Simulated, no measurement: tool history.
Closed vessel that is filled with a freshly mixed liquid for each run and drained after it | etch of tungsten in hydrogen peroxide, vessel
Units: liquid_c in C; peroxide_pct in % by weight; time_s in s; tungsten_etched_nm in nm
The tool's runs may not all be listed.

Run 1, hour 0.0: liquid_c 54.0 C, peroxide_pct 19.0 % by weight, time_s 95 s. Result: tungsten_etched_nm 109.65 nm.
Run 2, hour 2.2: liquid_c 52.5 C, peroxide_pct 19.0 % by weight, time_s 95 s. Result: tungsten_etched_nm 100.18 nm.
Run 3, hour 10.8: liquid_c 52.5 C, peroxide_pct 22.5 % by weight, time_s 95 s. Result: tungsten_etched_nm 108.95 nm.
Run 4, hour 14.5: liquid_c 57.5 C, peroxide_pct 22.5 % by weight, time_s 95 s. Result: tungsten_etched_nm 146.82 nm.
Run 5, hour 18.6: liquid_c 57.5 C, peroxide_pct 22.5 % by weight, time_s 95 s. Result: tungsten_etched_nm 147.04 nm.
Run 6, hour 27.6: liquid_c 57.5 C, peroxide_pct 25.0 % by weight, time_s 95 s. Result: tungsten_etched_nm 152.95 nm.
Run 7, hour 30.4: liquid_c 55.0 C, peroxide_pct 25.0 % by weight, time_s 95 s. Result: tungsten_etched_nm 131.23 nm.
Run 8, hour 36.6: liquid_c 53.0 C, peroxide_pct 25.0 % by weight, time_s 95 s. Result: tungsten_etched_nm 118.66 nm.

Run 9 comes next. What will it give?
Run 9, hour 40.8: liquid_c 51.0 C, peroxide_pct 25.0 % by weight, time_s 95 s. Result: tungsten_etched_nm ?.

tungsten_etched_nm: 104.61 nm

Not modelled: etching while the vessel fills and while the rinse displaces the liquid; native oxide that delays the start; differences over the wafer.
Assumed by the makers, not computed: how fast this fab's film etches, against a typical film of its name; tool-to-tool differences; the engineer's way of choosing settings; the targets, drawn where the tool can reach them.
